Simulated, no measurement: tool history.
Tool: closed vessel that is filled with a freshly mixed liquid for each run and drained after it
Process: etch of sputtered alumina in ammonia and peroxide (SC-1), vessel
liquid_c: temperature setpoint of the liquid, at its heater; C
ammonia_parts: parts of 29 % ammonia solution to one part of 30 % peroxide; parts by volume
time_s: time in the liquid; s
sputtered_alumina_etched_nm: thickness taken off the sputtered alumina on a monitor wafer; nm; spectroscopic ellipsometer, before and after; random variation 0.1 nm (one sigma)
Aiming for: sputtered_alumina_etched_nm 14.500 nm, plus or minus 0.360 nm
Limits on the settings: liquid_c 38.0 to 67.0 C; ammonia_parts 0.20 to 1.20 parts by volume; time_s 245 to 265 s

{"run": 1, "hour": 0.0, "liquid_c": 51.0, "ammonia_parts": 0.85, "time_s": 245, "sputtered_alumina_etched_nm": 17.879}
{"run": 2, "hour": 1.3, "liquid_c": 45.0, "ammonia_parts": 0.85, "time_s": 245, "sputtered_alumina_etched_nm": 12.829}
{"run": 3, "hour": 9.3, "liquid_c": 45.0, "ammonia_parts": 0.55, "time_s": 245, "sputtered_alumina_etched_nm": 12.25}
{"run": 4, "hour": 11.0, "liquid_c": 46.0, "ammonia_parts": 0.55, "time_s": 245, "sputtered_alumina_etched_nm": 12.893}
{"run": 5, "hour": 20.2, "liquid_c": 46.5, "ammonia_parts": 0.55, "time_s": 245, "sputtered_alumina_etched_nm": 13.287}
{"run": 6, "hour": 25.2, "liquid_c": 46.5, "ammonia_parts": 0.45, "time_s": 245, "sputtered_alumina_etched_nm": 13.144}
{"run": 7, "hour": 33.3, "liquid_c": 47.0, "ammonia_parts": 0.45, "time_s": 245, "sputtered_alumina_etched_nm": 13.394}
{"run": 8, "hour": 34.5, "liquid_c": 47.5, "ammonia_parts": 0.45, "time_s": 245, "sputtered_alumina_etched_nm": 13.997}

Consider the 4 candidate settings below. Which is the only one whose results all fall within their allowed miss of target?
{"run": "A", "hour": 35.7, "liquid_c": 47.0, "ammonia_parts": 0.4, "time_s": 265, "sputtered_alumina_etched_nm": "?"}
{"run": "B", "hour": 35.7, "liquid_c": 49.5, "ammonia_parts": 0.2, "time_s": 265, "sputtered_alumina_etched_nm": "?"}
{"run": "C", "hour": 35.7, "liquid_c": 47.5, "ammonia_parts": 0.6, "time_s": 265, "sputtered_alumina_etched_nm": "?"}
{"run": "D", "hour": 35.7, "liquid_c": 49.0, "ammonia_parts": 0.7, "time_s": 245, "sputtered_alumina_etched_nm": "?"}

move=A sputtered_alumina_etched_nm=14.384
move=B sputtered_alumina_etched_nm=15.476
move=C sputtered_alumina_etched_nm=15.374
move=D sputtered_alumina_etched_nm=15.679
A: all results in spec
B: carries the result that was furthest off beyond its target, to the other side
C: carries the result that was furthest off beyond its target, to the other side
D: carries the result that was furthest off beyond its target, to the other side
A meets every target.
